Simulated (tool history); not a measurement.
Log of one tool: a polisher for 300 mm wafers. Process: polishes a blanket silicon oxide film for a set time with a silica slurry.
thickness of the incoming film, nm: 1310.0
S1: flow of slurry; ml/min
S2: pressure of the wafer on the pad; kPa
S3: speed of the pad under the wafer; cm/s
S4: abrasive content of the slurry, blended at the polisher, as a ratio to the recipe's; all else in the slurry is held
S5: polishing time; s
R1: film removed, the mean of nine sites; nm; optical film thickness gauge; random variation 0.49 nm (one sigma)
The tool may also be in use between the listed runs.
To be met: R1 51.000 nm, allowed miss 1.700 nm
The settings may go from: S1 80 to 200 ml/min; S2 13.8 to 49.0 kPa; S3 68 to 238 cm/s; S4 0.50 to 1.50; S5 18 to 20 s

run	hour	S1	S2	S3	S4	S5	R1
1	0.0	130	31.0	152	1.00	20	99.187
2	5.9	100	31.0	152	1.00	20	92.635
3	13.4	100	31.0	166	1.00	20	100.570
4	19.4	100	31.0	166	1.00	18	89.512
5	22.2	100	31.0	166	1.00	20	99.258
6	25.8	100	31.0	196	1.00	20	111.410
7	28.8	90	22.1	152	0.95	20	64.946
8	35.5	90	21.4	152	0.95	20	62.232
9	42.9	85	15.2	150	0.95	20	43.356
10	44.7	90	15.9	150	0.95	20	46.624

Which of these 4 next moves meets every target?
A	46.5	145	16.5	130	0.85	18	?
B	46.5	85	14.5	186	1.15	20	?
C	46.5	95	16.5	144	1.00	18	?
D	46.5	100	17.2	116	0.85	19	?

move	R1
A	43.635
B	51.710
C	44.371
D	40.982
A: further off than the last run
B: meets every target
C: further off than the last run
D: further off than the last run
The right move is B.
